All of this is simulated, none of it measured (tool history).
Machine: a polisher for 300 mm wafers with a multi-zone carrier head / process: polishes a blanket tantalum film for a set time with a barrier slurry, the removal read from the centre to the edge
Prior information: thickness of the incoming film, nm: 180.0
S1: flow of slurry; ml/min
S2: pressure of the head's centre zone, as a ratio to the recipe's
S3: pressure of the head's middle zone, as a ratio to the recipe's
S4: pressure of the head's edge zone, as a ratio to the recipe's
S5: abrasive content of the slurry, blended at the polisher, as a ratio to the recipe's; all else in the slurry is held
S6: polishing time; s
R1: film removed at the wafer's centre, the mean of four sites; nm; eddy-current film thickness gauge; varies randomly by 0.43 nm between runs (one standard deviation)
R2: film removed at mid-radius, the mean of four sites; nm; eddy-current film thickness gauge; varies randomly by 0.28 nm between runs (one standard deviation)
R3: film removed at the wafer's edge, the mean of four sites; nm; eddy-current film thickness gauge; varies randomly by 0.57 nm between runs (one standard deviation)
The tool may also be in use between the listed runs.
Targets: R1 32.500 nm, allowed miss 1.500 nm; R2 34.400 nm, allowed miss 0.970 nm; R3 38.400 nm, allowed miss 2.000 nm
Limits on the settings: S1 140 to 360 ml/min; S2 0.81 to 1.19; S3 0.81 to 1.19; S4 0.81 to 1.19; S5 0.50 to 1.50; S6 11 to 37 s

Run 1, hour 0.0: S1 230 ml/min, S2 1.00, S3 1.00, S4 1.00, S5 1.00, S6 24 s. Result: R1 56.439 nm, R2 57.087 nm, R3 56.011 nm.
Run 2, hour 2.3: S1 225 ml/min, S2 0.98, S3 0.98, S4 1.00, S5 0.95, S6 23 s. Result: R1 52.594 nm, R2 53.045 nm, R3 54.800 nm.
Run 3, hour 3.1: S1 225 ml/min, S2 0.97, S3 0.98, S4 0.99, S5 0.90, S6 22 s. Result: R1 48.293 nm, R2 49.722 nm, R3 49.855 nm.
Run 4, hour 8.5: S1 220 ml/min, S2 0.95, S3 0.96, S4 0.98, S5 0.85, S6 22 s. Result: R1 45.352 nm, R2 46.853 nm, R3 48.047 nm.
Run 5, hour 17.5: S1 220 ml/min, S2 0.95, S3 0.96, S4 0.98, S5 0.65, S6 22 s. Result: R1 40.016 nm, R2 41.479 nm, R3 42.577 nm.
Run 6, hour 19.1: S1 220 ml/min, S2 0.95, S3 0.92, S4 0.98, S5 0.65, S6 22 s. Result: R1 39.591 nm, R2 38.911 nm, R3 42.627 nm.
Run 7, hour 27.0: S1 220 ml/min, S2 0.94, S3 0.91, S4 0.97, S5 0.65, S6 22 s. Result: R1 39.151 nm, R2 38.824 nm, R3 42.179 nm.
Run 8, hour 30.4: S1 215 ml/min, S2 0.93, S3 0.90, S4 0.96, S5 0.65, S6 22 s. Result: R1 38.971 nm, R2 38.780 nm, R3 41.406 nm.
Run 9, hour 37.0: S1 215 ml/min, S2 0.92, S3 0.89, S4 0.96, S5 0.65, S6 22 s. Result: R1 38.618 nm, R2 38.346 nm, R3 41.820 nm.
Run 10, hour 39.1: S1 215 ml/min, S2 0.91, S3 0.88, S4 0.96, S5 0.65, S6 22 s. Result: R1 38.512 nm, R2 37.709 nm, R3 43.008 nm.
Run 11, hour 40.3: S1 210 ml/min, S2 0.90, S3 0.88, S4 0.95, S5 0.65, S6 22 s. Result: R1 38.089 nm, R2 37.378 nm, R3 42.188 nm.
Run 12, hour 47.0: S1 180 ml/min, S2 0.81, S3 0.87, S4 0.91, S5 0.50, S6 22 s. Result: R1 26.477 nm, R2 29.547 nm, R3 32.924 nm.
Run 13, hour 52.3: S1 190 ml/min, S2 0.81, S3 0.87, S4 0.91, S5 0.50, S6 22 s. Result: R1 27.649 nm, R2 29.583 nm, R3 32.268 nm.
Run 14, hour 55.1: S1 195 ml/min, S2 0.82, S3 0.88, S4 0.93, S5 0.50, S6 22 s. Result: R1 26.974 nm, R2 30.528 nm, R3 33.153 nm.
Run 15, hour 62.7: S1 205 ml/min, S2 0.83, S3 0.88, S4 0.94, S5 0.50, S6 22 s. Result: R1 27.829 nm, R2 30.531 nm, R3 32.782 nm.
Run 16, hour 69.8: S1 200 ml/min, S2 0.84, S3 0.88, S4 0.94, S5 0.50, S6 22 s. Result: R1 28.433 nm, R2 30.468 nm, R3 32.755 nm.
Run 17, hour 70.5: S1 195 ml/min, S2 0.84, S3 0.88, S4 0.93, S5 0.50, S6 22 s. Result: R1 27.928 nm, R2 30.089 nm, R3 33.708 nm.
At hour 71.7: worn pad replaced by a new one.
Run 18, hour 71.7: S1 200 ml/min, S2 0.85, S3 0.88, S4 0.94, S5 0.50, S6 22 s. Result: R1 30.381 nm, R2 32.183 nm, R3 35.745 nm.
Run 19, hour 74.9: S1 200 ml/min, S2 0.85, S3 0.88, S4 0.95, S5 0.50, S6 22 s. Result: R1 29.830 nm, R2 32.354 nm, R3 35.587 nm.
Run 20, hour 75.7: S1 200 ml/min, S2 0.87, S3 0.88, S4 0.97, S5 0.50, S6 22 s. Result: R1 31.343 nm, R2 32.262 nm, R3 36.022 nm.

Pick the move, out of 5, that brings all results within their allowed miss; only one does.
Run A, hour 76.5: S1 200 ml/min, S2 0.89, S3 0.83, S4 1.11, S5 0.55, S6 20 s. Result: R1 ?, R2 ?, R3 ?.
Run B, hour 76.5: S1 155 ml/min, S2 0.88, S3 0.98, S4 0.95, S5 0.55, S6 20 s. Result: R1 ?, R2 ?, R3 ?.
Run C, hour 76.5: S1 225 ml/min, S2 0.90, S3 0.88, S4 0.99, S5 0.50, S6 20 s. Result: R1 ?, R2 ?, R3 ?.
Run D, hour 76.5: S1 165 ml/min, S2 0.87, S3 0.90, S4 1.00, S5 0.50, S6 24 s. Result: R1 ?, R2 ?, R3 ?.
Run E, hour 76.5: S1 190 ml/min, S2 0.82, S3 0.81, S4 1.02, S5 0.50, S6 24 s. Result: R1 ?, R2 ?, R3 ?.

move      R1      R2      R3
   A  31.897  30.116  38.066
   B  30.153  33.190  34.636
   C  30.080  29.406  33.649
   D  33.147  34.346  39.186
   E  32.002  32.220  40.198
A: moves away from the targets compared with the last run
B: gains on the last run, yet a result remains outside its allowed miss
C: moves away from the targets compared with the last run
D: hits every target within its allowed miss
E: about as far from the targets as the last run
The move that meets every target is D.
